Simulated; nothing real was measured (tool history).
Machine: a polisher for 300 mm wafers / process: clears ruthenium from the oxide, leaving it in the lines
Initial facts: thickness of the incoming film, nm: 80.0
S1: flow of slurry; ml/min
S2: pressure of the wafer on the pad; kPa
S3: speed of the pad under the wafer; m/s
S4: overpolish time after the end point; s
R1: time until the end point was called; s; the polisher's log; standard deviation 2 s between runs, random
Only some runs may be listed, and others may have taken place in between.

run,hour,S1,S2,S3,S4,R1
1,0,310,11,1.02,35,105.76
2,1.3,310,10.3,1.02,35,111.89
3,2.5,260,10.3,1.02,35,111.51
4,9.7,260,9.7,1.02,35,122.85
5,16.7,260,9.7,1.26,35,102.6
6,24.1,260,9,1.26,35,112.86
7,26.6,260,8.3,1.26,35,118.96

What will run 8 give?
8,30.9,260,7.6,1.26,35,?

{"run 8": {"R1": 128.22}}
